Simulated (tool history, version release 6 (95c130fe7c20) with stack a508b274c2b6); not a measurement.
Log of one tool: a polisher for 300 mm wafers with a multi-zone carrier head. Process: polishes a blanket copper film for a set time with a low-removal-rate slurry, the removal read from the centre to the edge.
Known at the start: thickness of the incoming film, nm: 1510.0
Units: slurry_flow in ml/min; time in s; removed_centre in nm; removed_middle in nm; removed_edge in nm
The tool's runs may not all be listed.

run 1 day=0.000 | slurry_flow=300 centre_zone=1.00 middle_zone=1.00 edge_zone=1.00 slurry_solids=1.00 time=74 | removed_centre=252.86 removed_middle=244.18 removed_edge=246.61
run 2 day=0.162 | slurry_flow=300 centre_zone=0.97 middle_zone=1.01 edge_zone=1.05 slurry_solids=1.15 time=78 | removed_centre=257.24 removed_middle=264.10 removed_edge=268.80
run 3 day=0.483 | slurry_flow=300 centre_zone=0.96 middle_zone=1.01 edge_zone=1.08 slurry_solids=1.25 time=82 | removed_centre=279.73 removed_middle=292.51 removed_edge=293.53
run 4 day=0.508 | slurry_flow=300 centre_zone=0.94 middle_zone=1.00 edge_zone=1.11 slurry_solids=1.30 time=84 | removed_centre=287.84 removed_middle=296.26 removed_edge=307.55
run 5 day=0.800 | slurry_flow=300 centre_zone=0.94 middle_zone=1.00 edge_zone=1.19 slurry_solids=1.30 time=84 | removed_centre=281.35 removed_middle=299.10 removed_edge=323.98
run 6 day=1.029 | slurry_flow=305 centre_zone=0.92 middle_zone=1.00 edge_zone=1.19 slurry_solids=1.35 time=85 | removed_centre=279.88 removed_middle=301.46 removed_edge=327.75
run 7 day=1.154 | slurry_flow=305 centre_zone=0.91 middle_zone=1.01 edge_zone=1.19 slurry_solids=1.40 time=86 | removed_centre=279.84 removed_middle=305.97 removed_edge=333.93
run 8 day=1.217 | slurry_flow=310 centre_zone=0.91 middle_zone=1.02 edge_zone=1.19 slurry_solids=1.40 time=87 | removed_centre=285.12 removed_middle=316.58 removed_edge=332.74
run 9 day=1.367 | slurry_flow=310 centre_zone=0.90 middle_zone=1.02 edge_zone=1.19 slurry_solids=1.40 time=88 | removed_centre=282.33 removed_middle=319.06 removed_edge=337.65

The next listed run, before its measurement:
run 10 day=1.408 | slurry_flow=310 centre_zone=0.90 middle_zone=1.02 edge_zone=1.19 slurry_solids=1.40 time=89 | removed_centre=? removed_middle=? removed_edge=?

Run 10 gave removed_centre 292.89 nm, removed_middle 325.51 nm, removed_edge 339.96 nm.
